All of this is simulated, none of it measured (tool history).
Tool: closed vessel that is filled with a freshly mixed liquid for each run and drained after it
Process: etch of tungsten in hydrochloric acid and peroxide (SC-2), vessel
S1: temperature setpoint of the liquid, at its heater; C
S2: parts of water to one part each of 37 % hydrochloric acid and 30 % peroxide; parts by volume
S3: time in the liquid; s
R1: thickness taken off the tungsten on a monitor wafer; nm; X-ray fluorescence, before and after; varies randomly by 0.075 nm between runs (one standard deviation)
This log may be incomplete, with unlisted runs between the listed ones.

run	hour	S1	S2	S3	R1
1	0	54	7.5	105	50.837
2	6.1	54	7.5	110	53.267
3	12.9	50	7.5	110	40.969
4	16.3	50	7.5	110	40.816
5	19	50	5.5	110	51.438
6	22.9	46.5	6	110	38.476
7	24.9	44	6	110	32.12
8	33.1	42.5	6	110	29.067
9	33.8	41.5	6	110	27.129
10	40.6	40.5	6	110	25.211
11	43	40	6	110	24.36
12	48.1	39.5	6	110	23.523
13	51.1	39	6	110	22.648

What will run 14 give?
14	60.1	38	6.5	110	?

R1: 19.913 nm
